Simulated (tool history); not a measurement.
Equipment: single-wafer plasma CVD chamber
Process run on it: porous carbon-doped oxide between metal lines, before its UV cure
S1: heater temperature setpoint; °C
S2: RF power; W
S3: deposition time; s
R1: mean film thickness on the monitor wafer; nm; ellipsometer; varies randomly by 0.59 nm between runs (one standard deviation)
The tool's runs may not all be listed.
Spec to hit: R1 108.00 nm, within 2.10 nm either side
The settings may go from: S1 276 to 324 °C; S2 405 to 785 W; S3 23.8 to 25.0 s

run 1 day=0.000 | S1=300 S2=595 S3=25.0 | R1=144.92
run 2 day=0.196 | S1=300 S2=595 S3=25.0 | R1=144.02
run 3 day=0.242 | S1=303 S2=570 S3=24.9 | R1=136.97
run 4 day=0.454 | S1=306 S2=555 S3=24.9 | R1=127.73
run 5 day=0.617 | S1=306 S2=555 S3=23.8 | R1=123.81
run 6 day=0.708 | S1=308 S2=555 S3=23.8 | R1=122.11
run 7 day=0.912 | S1=310 S2=555 S3=23.8 | R1=119.53
run 8 day=0.958 | S1=310 S2=555 S3=23.8 | R1=121.89
run 9 day=1.217 | S1=312 S2=550 S3=23.8 | R1=118.69
run 10 day=1.367 | S1=314 S2=545 S3=23.8 | R1=115.56
run 11 day=1.588 | S1=314 S2=545 S3=23.8 | R1=116.13
run 12 day=1.646 | S1=315 S2=545 S3=23.8 | R1=115.78
run 13 day=1.979 | S1=324 S2=515 S3=23.8 | R1=102.62
run 14 day=2.196 | S1=324 S2=515 S3=23.8 | R1=102.48
run 15 day=2.321 | S1=323 S2=515 S3=23.8 | R1=103.80
run 16 day=2.562 | S1=322 S2=515 S3=23.8 | R1=103.97

Exactly one of the 5 candidate moves below puts every result within its allowed miss. Which one?
run A day=2.804 | S1=312 S2=510 S3=24.7 | R1=?
run B day=2.804 | S1=324 S2=535 S3=24.0 | R1=?
run C day=2.804 | S1=315 S2=520 S3=25.0 | R1=?
run D day=2.804 | S1=322 S2=530 S3=25.0 | R1=?
run E day=2.804 | S1=317 S2=510 S3=25.0 | R1=?

move=A R1=113.75
move=B R1=108.72
move=C R1=115.47
move=D R1=113.24
move=E R1=111.74
A: the result that was furthest off in the last run now lies on the other side of its target
B: hits every target within its allowed miss
C: the result that was furthest off in the last run now lies on the other side of its target
D: the result that was furthest off in the last run now lies on the other side of its target
E: the result that was furthest off in the last run now lies on the other side of its target
Go with B: it meets all targets.
